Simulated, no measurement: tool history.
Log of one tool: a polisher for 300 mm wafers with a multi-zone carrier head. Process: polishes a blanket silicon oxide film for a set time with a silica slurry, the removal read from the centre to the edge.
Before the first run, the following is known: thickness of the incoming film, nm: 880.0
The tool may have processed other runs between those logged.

run	hour	flow of slurry (ml/min)	pressure of the head's centre zone	pressure of the head's middle zone	pressure of the head's edge zone	abrasive content of the slurry	polishing time (s)	film removed at the wafer's centre (angstrom)	film removed at mid-radius (angstrom)	film removed at the wafer's edge (angstrom)
1	0	150	1	1	1	1	40	1525.4	1511	1490.9
2	3.3	150	1	1.03	0.96	0.85	38	1318.3	1337	1296.4
3	11.7	155	1.02	1.07	0.92	0.75	37	1243.5	1235.4	1153.3
4	15.7	155	1.02	1.1	0.89	0.7	37	1188.8	1263.9	1101.9
5	19.6	155	1.02	1.1	0.89	0.5	37	950.45	975.65	873.33
6	28	165	1.02	1.12	0.89	0.5	37	965.68	1031.8	890.3
7	34.7	175	1.03	1.13	0.89	0.5	37	989.26	1042	881.97
8	42	175	1.03	1.14	0.89	0.5	37	984.44	1032.2	888.56
9	49.2	175	1.03	1.15	0.88	0.5	37	982.35	1065	884.49
10	50.7	180	1.04	1.16	0.88	0.5	37	1002.1	1084.1	872.82
11	59.4	180	1.04	1.16	0.89	0.5	37	994.75	1076	878.28
12	60.3	180	1.04	1.16	0.89	0.5	37	1009.1	1066.1	904.02
13	65.2	205	1.04	1.19	0.87	0.55	37	1086.6	1190.2	956.79

Expected results for the next run?
14	68.8	200	1.04	1.19	0.87	0.55	37	?	?	?

film removed at the wafer's centre (angstrom): 1094.1
film removed at mid-radius (angstrom): 1141.5
film removed at the wafer's edge (angstrom): 931.81
